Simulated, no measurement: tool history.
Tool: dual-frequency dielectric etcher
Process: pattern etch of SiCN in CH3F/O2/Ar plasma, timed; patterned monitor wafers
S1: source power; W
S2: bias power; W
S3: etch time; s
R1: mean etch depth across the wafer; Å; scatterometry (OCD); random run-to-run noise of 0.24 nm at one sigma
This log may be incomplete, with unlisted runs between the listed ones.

run 1 hour=0 | S1=350 S2=72 S3=115 | R1=421.76
run 2 hour=1.8 | S1=350 S2=68 S3=115 | R1=413.57
run 3 hour=5.4 | S1=360 S2=69 S3=115 | R1=418.01
run 4 hour=11 | S1=370 S2=70 S3=115 | R1=428.47
run 5 hour=17.4 | S1=320 S2=70 S3=115 | R1=404.16
run 6 hour=22.3 | S1=330 S2=71 S3=115 | R1=415.47
run 7 hour=26.9 | S1=340 S2=72 S3=115 | R1=418.56
run 8 hour=30.4 | S1=350 S2=73 S3=115 | R1=421.41

Predict the results of run 9:
run 9 hour=33.8 | S1=360 S2=74 S3=115.5 | R1=?

R1: 434.49 Å
